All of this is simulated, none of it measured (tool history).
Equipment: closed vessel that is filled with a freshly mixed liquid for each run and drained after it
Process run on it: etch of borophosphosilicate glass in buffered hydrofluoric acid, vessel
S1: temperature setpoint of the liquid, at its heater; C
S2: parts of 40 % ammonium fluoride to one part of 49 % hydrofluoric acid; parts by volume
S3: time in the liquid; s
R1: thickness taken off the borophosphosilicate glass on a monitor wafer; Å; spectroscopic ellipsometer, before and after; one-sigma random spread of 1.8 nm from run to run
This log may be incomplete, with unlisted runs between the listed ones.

run  hour    S1    S2  S3      R1
  1     0    21  15.5  85  1339.8
  2   5.3    23  15.5  85  1522.5
  3  11.7    23  18.5  85  1265.4
  4  20.3    24  18.5  85  1350.2
  5  23.1    25  18.5  85    1415
  6    29    26    18  85  1510.2
  7  35.9  26.5  17.5  85  1591.5

The next listed run, before its measurement:
  8  42.1  27  17.5  85   ?

{"run 8": {"R1": 1691.8}}
